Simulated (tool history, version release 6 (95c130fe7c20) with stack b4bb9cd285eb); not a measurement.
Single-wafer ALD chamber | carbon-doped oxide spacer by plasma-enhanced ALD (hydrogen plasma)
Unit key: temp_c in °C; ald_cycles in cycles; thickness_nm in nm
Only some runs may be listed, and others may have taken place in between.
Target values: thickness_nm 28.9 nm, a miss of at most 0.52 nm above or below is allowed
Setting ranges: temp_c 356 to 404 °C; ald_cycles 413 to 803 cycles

run	hour	temp_c	ald_cycles	thickness_nm
1	0	380	608	31.177
2	5.8	380	595	30.605
3	11.6	380	585	29.849
4	16.8	380	498	25.624
5	24.3	371	498	25.608
6	27.2	371	427	21.79
7	34.8	371	465	23.866
8	41.9	371	492	25.297
9	42.9	371	576	29.827
10	48.4	371	576	29.551
11	53.2	371	573	29.697

Below are 4 possible settings for the next run. Only one of them brings all results inside the allowed miss of their targets. Which is it?
A	58	362	564	?
B	58	381	542	?
C	58	362	586	?
D	58	369	592	?

move	thickness_nm
A	29.11
B	27.975
C	30.246
D	30.555
A: in spec on every target
B: pushes the last run's worst result past its target
C: its largest miss is bigger than the last run's
D: its largest miss is bigger than the last run's
The move that meets every target is A.
